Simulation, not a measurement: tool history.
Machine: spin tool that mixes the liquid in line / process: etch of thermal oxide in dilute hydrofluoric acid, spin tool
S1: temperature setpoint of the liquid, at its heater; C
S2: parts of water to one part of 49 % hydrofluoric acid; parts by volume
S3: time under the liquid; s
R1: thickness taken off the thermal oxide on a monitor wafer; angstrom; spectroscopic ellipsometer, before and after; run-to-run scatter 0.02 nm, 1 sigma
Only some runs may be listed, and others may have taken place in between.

run,hour,S1,S2,S3,R1
1,0.0,20.0,235,270,37.314
2,1.7,17.5,235,270,33.218
3,7.6,17.0,235,270,32.816
4,9.7,17.0,245,270,30.808
5,10.4,17.0,245,270,31.226
6,18.7,17.0,180,270,44.695
7,26.4,17.0,200,270,39.646
8,27.7,17.0,215,270,36.387
9,31.7,17.0,230,270,33.360

The next listed run, before its measurement:
10,36.8,17.0,240,270,?

{"run 10": {"R1": 32.46}}
